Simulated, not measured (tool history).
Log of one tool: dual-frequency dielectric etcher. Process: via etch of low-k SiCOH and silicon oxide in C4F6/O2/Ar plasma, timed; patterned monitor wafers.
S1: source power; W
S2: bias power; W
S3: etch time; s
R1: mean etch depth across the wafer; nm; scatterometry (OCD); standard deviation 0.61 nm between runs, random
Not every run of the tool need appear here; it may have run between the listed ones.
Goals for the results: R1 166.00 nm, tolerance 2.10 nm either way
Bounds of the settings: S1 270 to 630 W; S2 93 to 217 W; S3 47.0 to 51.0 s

run	hour	S1	S2	S3	R1
1	0.0	450	155	51.0	147.87
2	4.0	460	155	51.0	149.62
3	5.7	410	155	51.0	142.75
4	14.1	440	155	51.0	147.18
5	17.1	440	155	51.0	146.74
6	21.4	450	155	51.0	147.46
7	28.8	470	156	51.0	151.12
8	34.0	480	156	51.0	152.70
9	37.9	490	156	51.0	153.83
10	45.2	500	156	51.0	155.06
11	53.3	510	156	51.0	156.56
12	62.3	520	156	51.0	157.56

4 candidate next runs follow, results not yet known. Just one meets every target within its allowed miss. Identify it.
A	71.3	530	138	49.0	?
B	71.3	520	182	51.0	?
C	71.3	630	151	51.0	?
D	71.3	560	150	50.5	?

move	R1
A	147.54
B	165.44
C	169.85
D	159.56
A: further off than the last run
B: every result within its allowed miss
C: pushes the last run's worst result past its target
D: closes in on the targets versus the last run, not all within tolerance yet
Answer: B

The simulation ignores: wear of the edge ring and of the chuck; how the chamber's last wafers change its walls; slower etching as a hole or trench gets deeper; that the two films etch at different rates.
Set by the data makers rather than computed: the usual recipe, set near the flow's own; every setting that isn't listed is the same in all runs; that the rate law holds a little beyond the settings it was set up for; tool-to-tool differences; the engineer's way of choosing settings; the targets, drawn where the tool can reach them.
